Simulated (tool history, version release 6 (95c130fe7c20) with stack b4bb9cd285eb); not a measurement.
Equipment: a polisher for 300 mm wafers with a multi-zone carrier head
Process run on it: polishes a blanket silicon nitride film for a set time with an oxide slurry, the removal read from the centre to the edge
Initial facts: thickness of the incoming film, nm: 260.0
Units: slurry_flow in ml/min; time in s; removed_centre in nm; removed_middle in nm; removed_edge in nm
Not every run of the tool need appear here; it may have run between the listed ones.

run	day	slurry_flow	centre_zone	middle_zone	edge_zone	slurry_solids	time	removed_centre	removed_middle	removed_edge
1	0.000	300	1.00	1.00	1.00	1.00	75	46.267	50.088	49.162
2	0.071	235	1.00	1.00	1.00	1.00	75	45.618	48.230	48.511
3	0.171	235	1.00	1.00	1.07	1.00	75	45.208	48.399	49.346
4	0.212	255	1.05	1.03	1.08	1.10	75	50.343	53.527	53.110
5	0.279	255	1.13	1.03	1.08	1.10	75	52.391	53.175	53.523
# day 0.304: centre zone pressure recalibrated
6	0.304	280	1.15	1.04	1.05	1.15	75	59.228	55.063	54.580
7	0.667	305	1.14	1.07	1.06	1.15	75	60.766	56.255	54.926
8	0.779	295	1.12	1.10	1.08	1.15	75	58.382	58.086	55.290

Estimate the outcome of run 9 from the log above:
9	1.000	305	1.12	1.12	1.09	1.15	75	?	?	?

{"run 9": {"removed_centre": 58.616, "removed_middle": 59.198, "removed_edge": 56.433}}

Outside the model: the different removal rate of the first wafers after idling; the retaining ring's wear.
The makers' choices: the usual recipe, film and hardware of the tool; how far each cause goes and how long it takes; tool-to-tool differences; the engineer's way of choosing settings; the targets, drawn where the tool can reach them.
